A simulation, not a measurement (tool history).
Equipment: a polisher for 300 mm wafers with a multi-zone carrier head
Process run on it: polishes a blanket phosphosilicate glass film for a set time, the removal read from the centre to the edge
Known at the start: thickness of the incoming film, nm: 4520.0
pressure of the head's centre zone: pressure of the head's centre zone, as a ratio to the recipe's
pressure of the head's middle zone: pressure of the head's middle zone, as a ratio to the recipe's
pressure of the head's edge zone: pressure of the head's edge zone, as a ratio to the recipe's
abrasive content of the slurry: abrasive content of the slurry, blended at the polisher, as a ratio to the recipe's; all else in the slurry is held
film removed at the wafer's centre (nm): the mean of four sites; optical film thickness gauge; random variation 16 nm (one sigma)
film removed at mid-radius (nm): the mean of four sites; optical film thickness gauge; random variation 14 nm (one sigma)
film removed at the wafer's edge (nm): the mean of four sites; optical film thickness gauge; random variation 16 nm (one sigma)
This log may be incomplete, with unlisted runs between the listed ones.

| run | hour | flow of slurry (ml/min) | pressure of the head's centre zone | pressure of the head's middle zone | pressure of the head's edge zone | abrasive content of the slurry | polishing time (s) | film removed at the wafer's centre (nm) | film removed at mid-radius (nm) | film removed at the wafer's edge (nm) |
|---|---|---|---|---|---|---|---|---|---|---|
| 1 | 0 | 320 | 1 | 1 | 1 | 1 | 57 | 802.33 | 790.07 | 796.04 |
| 2 | 2.5 | 320 | 1 | 1.05 | 1 | 1 | 57 | 801.28 | 825.5 | 811.48 |
| 3 | 3.1 | 325 | 1.06 | 1.08 | 1 | 1.15 | 58 | 940.37 | 906.8 | 894.35 |
| 4 | 8.7 | 330 | 1.09 | 1.12 | 0.98 | 1.25 | 59 | 1030.2 | 997.65 | 938.52 |
| 5 | 9.4 | 330 | 1.09 | 1.12 | 0.93 | 1.25 | 59 | 1000.3 | 1008.4 | 886.82 |
| 6 | 14.1 | 335 | 1.12 | 1.14 | 0.95 | 1.35 | 59 | 1088.6 | 1058.8 | 927.54 |
| 7 | 20.2 | 335 | 1.13 | 1.15 | 0.98 | 1.4 | 60 | 1119 | 1075.9 | 981.4 |
| 8 | 27.6 | 335 | 1.15 | 1.16 | 0.99 | 1.45 | 61 | 1166.6 | 1133.7 | 1018.7 |

Run 9 is up next; what results do you expect?
| 9 | 30.2 | 340 | 1.16 | 1.15 | 1 | 1.45 | 62 | ? | ? | ? |

film removed at the wafer's centre (nm): 1202.1
film removed at mid-radius (nm): 1123
film removed at the wafer's edge (nm): 1028
